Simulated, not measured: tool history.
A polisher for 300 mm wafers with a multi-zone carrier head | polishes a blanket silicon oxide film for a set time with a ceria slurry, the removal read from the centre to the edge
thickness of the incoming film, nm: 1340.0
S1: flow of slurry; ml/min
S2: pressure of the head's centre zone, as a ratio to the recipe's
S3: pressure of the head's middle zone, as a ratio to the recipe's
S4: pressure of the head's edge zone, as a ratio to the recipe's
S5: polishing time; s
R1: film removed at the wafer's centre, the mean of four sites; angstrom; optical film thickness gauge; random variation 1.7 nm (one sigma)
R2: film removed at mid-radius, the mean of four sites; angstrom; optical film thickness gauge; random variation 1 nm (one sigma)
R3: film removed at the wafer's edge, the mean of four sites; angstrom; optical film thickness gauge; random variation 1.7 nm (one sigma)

run  hour   S1    S2    S3    S4  S5      R1      R2      R3
  1     0  175     1     1     1  47  2273.3  2225.7  2340.6
  2   6.1  175     1     1     1  56  2732.6  2618.8  2814.2
  3   9.8  175  1.07     1     1  56  2866.7  2661.4  2759.8
  4  11.7  165  1.05  0.97     1  52  2588.3  2403.2  2571.3
  5  15.9  165  1.05  0.94  1.02  48  2388.8  2150.6  2391.5
  6  17.1  160  1.04  0.92  1.02  45  2182.3  1935.3  2244.7
  7  23.4  155  1.03   0.9  1.01  43  2071.7    1827  2114.7
  8  27.6  155  1.03   0.9  1.01  43  2065.9  1826.7  2138.5

Run 9 comes next. What will it give?
  9  34.4  150  1.03  0.88   1  41   ?   ?   ?

R1: 1953.4 angstrom
R2: 1711.1 angstrom
R3: 2002.3 angstrom
